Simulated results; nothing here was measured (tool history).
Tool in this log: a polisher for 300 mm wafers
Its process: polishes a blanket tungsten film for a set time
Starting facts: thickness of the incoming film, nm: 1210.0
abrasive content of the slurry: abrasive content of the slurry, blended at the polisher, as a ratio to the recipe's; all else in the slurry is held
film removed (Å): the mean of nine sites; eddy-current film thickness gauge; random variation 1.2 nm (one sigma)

run,hour,flow of slurry (ml/min),pressure of the wafer on the pad (psi),speed of the pad under the wafer (m/s),abrasive content of the slurry,polishing time (s),film removed (Å)
1,0.0,150,2.5,1.04,1.00,53,1503.1
2,2.1,150,2.4,1.04,1.00,53,1424.6
3,11.0,180,2.4,1.04,1.00,53,1473.7
4,19.3,150,2.4,1.04,1.00,53,1443.8
5,22.5,150,2.3,1.04,1.00,53,1389.3
6,30.9,150,2.3,1.04,1.15,53,1436.2

Run 7 has not been measured yet. What should we expect?
# hour 35.9: slurry blender recalibrated
7,35.9,150,2.2,1.04,1.15,53,?

{"run 7": {"film removed (Å)": 1421.9}}
